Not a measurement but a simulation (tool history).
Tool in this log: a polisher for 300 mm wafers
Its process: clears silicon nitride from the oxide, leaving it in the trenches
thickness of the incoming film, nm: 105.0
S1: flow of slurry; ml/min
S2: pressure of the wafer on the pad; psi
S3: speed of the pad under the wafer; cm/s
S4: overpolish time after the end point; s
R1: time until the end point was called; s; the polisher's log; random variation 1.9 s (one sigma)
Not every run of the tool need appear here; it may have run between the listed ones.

Run 1, hour 0: S1 125 ml/min, S2 1.6 psi, S3 120 cm/s, S4 7 s. Result: R1 159.99 s.
Run 2, hour 4.5: S1 120 ml/min, S2 1.5 psi, S3 120 cm/s, S4 7 s. Result: R1 175.13 s.
Run 3, hour 6.1: S1 90 ml/min, S2 1.5 psi, S3 120 cm/s, S4 7 s. Result: R1 195.28 s.
Run 4, hour 10.2: S1 90 ml/min, S2 1.3 psi, S3 120 cm/s, S4 7 s. Result: R1 225.67 s.
At hour 11.7: slurry nozzle cleaned.
Run 5, hour 11.7: S1 120 ml/min, S2 1.3 psi, S3 120 cm/s, S4 7 s. Result: R1 175.53 s.
Run 6, hour 20.1: S1 115 ml/min, S2 1.3 psi, S3 120 cm/s, S4 7 s. Result: R1 174.39 s.
Run 7, hour 23.7: S1 110 ml/min, S2 1.3 psi, S3 120 cm/s, S4 7 s. Result: R1 177.02 s.
Run 8, hour 27.9: S1 105 ml/min, S2 1.3 psi, S3 118 cm/s, S4 7 s. Result: R1 184.72 s.
Run 9, hour 28.6: S1 100 ml/min, S2 1.3 psi, S3 116 cm/s, S4 7 s. Result: R1 190.56 s.
Run 10, hour 33.8: S1 95 ml/min, S2 1.2 psi, S3 112 cm/s, S4 7 s. Result: R1 212.8 s.
Run 11, hour 41.5: S1 90 ml/min, S2 1.2 psi, S3 112 cm/s, S4 7 s. Result: R1 217.48 s.
Run 12, hour 46.2: S1 90 ml/min, S2 1.2 psi, S3 112 cm/s, S4 7 s. Result: R1 219.27 s.
Run 13, hour 49.5: S1 80 ml/min, S2 1.2 psi, S3 112 cm/s, S4 7 s. Result: R1 223.44 s.

Expected results for the next run?
Run 14, hour 56: S1 75 ml/min, S2 1.1 psi, S3 110 cm/s, S4 7 s. Result: R1 ?.

Logged for run 14: R1 259.72 s.

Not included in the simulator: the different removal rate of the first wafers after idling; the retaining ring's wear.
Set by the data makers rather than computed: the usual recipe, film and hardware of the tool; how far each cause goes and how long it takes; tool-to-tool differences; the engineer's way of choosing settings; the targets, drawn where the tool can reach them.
